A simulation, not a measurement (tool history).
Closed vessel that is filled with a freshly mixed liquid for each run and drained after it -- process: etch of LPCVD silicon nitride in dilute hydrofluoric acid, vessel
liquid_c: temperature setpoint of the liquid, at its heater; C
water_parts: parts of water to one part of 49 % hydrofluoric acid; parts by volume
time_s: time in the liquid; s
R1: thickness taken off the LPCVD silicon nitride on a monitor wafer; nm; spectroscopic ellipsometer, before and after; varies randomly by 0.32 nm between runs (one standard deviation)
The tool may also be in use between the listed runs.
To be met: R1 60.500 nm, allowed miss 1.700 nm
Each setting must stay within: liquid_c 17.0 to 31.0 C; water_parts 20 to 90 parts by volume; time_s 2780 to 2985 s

run 1 hour=0.0 | liquid_c=23.0 water_parts=50 time_s=2780 | R1=22.442
run 2 hour=2.5 | liquid_c=23.0 water_parts=50 time_s=2985 | R1=24.196
run 3 hour=6.1 | liquid_c=25.0 water_parts=45 time_s=2985 | R1=30.862
run 4 hour=7.3 | liquid_c=25.0 water_parts=40 time_s=2985 | R1=34.491
run 5 hour=15.5 | liquid_c=27.5 water_parts=40 time_s=2985 | R1=40.673
run 6 hour=24.1 | liquid_c=27.5 water_parts=40 time_s=2780 | R1=37.888
run 7 hour=33.1 | liquid_c=28.5 water_parts=35 time_s=2780 | R1=45.894
run 8 hour=36.9 | liquid_c=29.0 water_parts=35 time_s=2780 | R1=47.606
run 9 hour=37.8 | liquid_c=29.5 water_parts=35 time_s=2780 | R1=49.062
run 10 hour=41.6 | liquid_c=30.0 water_parts=35 time_s=2780 | R1=50.935

5 next moves are on the table. One of them brings every result within its allowed miss. Which?
run A hour=45.4 | liquid_c=29.5 water_parts=25 time_s=2780 | R1=?
run B hour=45.4 | liquid_c=30.0 water_parts=40 time_s=2985 | R1=?
run C hour=45.4 | liquid_c=29.5 water_parts=30 time_s=2975 | R1=?
run D hour=45.4 | liquid_c=25.5 water_parts=25 time_s=2855 | R1=?
run E hour=45.4 | liquid_c=25.5 water_parts=20 time_s=2825 | R1=?

move=A R1=67.967
move=B R1=47.683
move=C R1=60.948
move=D R1=53.465
move=E R1=65.506
A: moves the result that the last run missed by most past its target, out the other side
B: its largest miss is bigger than the last run's
C: meets every target
D: an improvement on the last run, though not all results are within tolerance
E: moves the result that the last run missed by most past its target, out the other side
C meets every target.
